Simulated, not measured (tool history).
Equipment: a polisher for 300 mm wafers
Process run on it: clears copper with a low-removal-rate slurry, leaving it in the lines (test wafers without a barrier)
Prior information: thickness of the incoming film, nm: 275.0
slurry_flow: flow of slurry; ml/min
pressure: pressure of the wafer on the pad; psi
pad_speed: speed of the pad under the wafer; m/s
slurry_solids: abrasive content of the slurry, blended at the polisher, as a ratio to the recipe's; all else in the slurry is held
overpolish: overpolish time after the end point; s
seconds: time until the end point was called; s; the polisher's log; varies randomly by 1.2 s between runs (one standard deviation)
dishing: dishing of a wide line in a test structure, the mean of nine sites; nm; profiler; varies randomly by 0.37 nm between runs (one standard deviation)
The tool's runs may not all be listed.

run  hour  slurry_flow  pressure  pad_speed  slurry_solids  overpolish  seconds  dishing
  1     0          185       3.2       1.18              1          14    65.58    42.61
  2   1.1          185       3.2       1.18            1.2          14   63.409   41.935
  3   4.8          190         3       1.18            1.2          13   67.314   37.497
  4  10.6          195       2.8       1.18            1.2          12   70.583   32.892
  5  18.2          195       3.6       1.18            1.2          12   56.558   39.616
  6  25.4          195       3.6       1.18            1.2          16   56.127   51.684
  7  29.4          200       3.3       1.16           1.25          14   62.536   42.947

Expected results for the next run?
  8  30.1          200       3.1       1.16           1.25          13        ?        ?

seconds: 65.34 s
dishing: 38.483 nm
